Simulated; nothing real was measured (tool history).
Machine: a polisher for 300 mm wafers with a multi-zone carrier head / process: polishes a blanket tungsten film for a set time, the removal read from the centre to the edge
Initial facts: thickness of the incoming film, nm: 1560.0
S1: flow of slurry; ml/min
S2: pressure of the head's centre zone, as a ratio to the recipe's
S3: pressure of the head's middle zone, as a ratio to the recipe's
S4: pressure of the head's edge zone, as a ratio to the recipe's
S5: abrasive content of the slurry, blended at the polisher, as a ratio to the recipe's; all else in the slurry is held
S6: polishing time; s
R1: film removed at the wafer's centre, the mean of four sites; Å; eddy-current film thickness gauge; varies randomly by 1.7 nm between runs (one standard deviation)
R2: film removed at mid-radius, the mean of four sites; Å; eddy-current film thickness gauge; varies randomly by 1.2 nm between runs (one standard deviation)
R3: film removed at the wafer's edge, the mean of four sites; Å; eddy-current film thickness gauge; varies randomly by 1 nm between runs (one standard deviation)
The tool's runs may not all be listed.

{"run": 1, "hour": 0.0, "S1": 195, "S2": 1.0, "S3": 1.0, "S4": 1.0, "S5": 1.0, "S6": 37, "R1": 2066.1, "R2": 2201.4, "R3": 2242.3}
{"run": 2, "hour": 5.5, "S1": 195, "S2": 1.0, "S3": 1.0, "S4": 1.05, "S5": 1.0, "S6": 37, "R1": 2053.1, "R2": 2194.2, "R3": 2243.0}
{"run": 3, "hour": 13.1, "S1": 195, "S2": 1.0, "S3": 1.0, "S4": 1.05, "S5": 0.95, "S6": 36, "R1": 2044.5, "R2": 2093.4, "R3": 2190.1}
{"run": 4, "hour": 17.8, "S1": 195, "S2": 0.94, "S3": 1.0, "S4": 1.05, "S5": 0.95, "S6": 36, "R1": 1900.4, "R2": 2122.3, "R3": 2200.3}
{"run": 5, "hour": 26.0, "S1": 190, "S2": 0.94, "S3": 1.0, "S4": 1.04, "S5": 0.9, "S6": 35, "R1": 1849.2, "R2": 2008.3, "R3": 2088.7}
{"run": 6, "hour": 29.3, "S1": 190, "S2": 0.94, "S3": 0.93, "S4": 1.04, "S5": 0.9, "S6": 35, "R1": 1830.1, "R2": 1904.0, "R3": 2066.1}
{"run": 7, "hour": 38.2, "S1": 150, "S2": 0.86, "S3": 0.84, "S4": 0.94, "S5": 0.65, "S6": 27, "R1": 1143.7, "R2": 1158.9, "R3": 1351.4}
{"run": 8, "hour": 47.0, "S1": 155, "S2": 0.86, "S3": 0.85, "S4": 0.94, "S5": 0.65, "S6": 27, "R1": 1176.7, "R2": 1182.7, "R3": 1363.1}
{"run": 9, "hour": 52.6, "S1": 160, "S2": 0.86, "S3": 0.86, "S4": 0.94, "S5": 0.65, "S6": 27, "R1": 1189.9, "R2": 1196.4, "R3": 1370.1}

Run 10 comes next. What will it give?
{"run": 10, "hour": 59.1, "S1": 205, "S2": 0.86, "S3": 0.96, "S4": 0.92, "S5": 0.65, "S6": 27, "R1": "?", "R2": "?", "R3": "?"}

Run 10 came out at R1 1260.2 Å, R2 1411.2 Å, R3 1420.5 Å.
